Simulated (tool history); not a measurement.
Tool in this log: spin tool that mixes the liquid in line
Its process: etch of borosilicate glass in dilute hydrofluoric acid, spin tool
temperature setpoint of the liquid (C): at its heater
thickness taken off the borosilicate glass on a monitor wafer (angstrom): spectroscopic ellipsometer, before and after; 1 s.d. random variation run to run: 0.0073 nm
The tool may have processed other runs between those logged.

run,hour,temperature setpoint of the liquid (C),parts of water to one part of 49 % hydrofluoric acid (parts by volume),time under the liquid (s),thickness taken off the borosilicate glass on a monitor wafer (angstrom)
1,0.0,23.0,285,15,19.3300
2,7.4,21.5,310,15,16.5930
3,8.0,21.5,360,15,13.6260
4,13.8,21.5,360,15,13.6880
5,17.5,21.5,360,15,13.4510
6,18.4,20.5,370,15,12.6900

What does the tool deliver on the next run?
# hour 21.7: hydrofluoric acid flow meter replaced
7,21.7,17.0,425,15,?

{"run 7": {"thickness taken off the borosilicate glass on a monitor wafer (angstrom)": 8.2691}}

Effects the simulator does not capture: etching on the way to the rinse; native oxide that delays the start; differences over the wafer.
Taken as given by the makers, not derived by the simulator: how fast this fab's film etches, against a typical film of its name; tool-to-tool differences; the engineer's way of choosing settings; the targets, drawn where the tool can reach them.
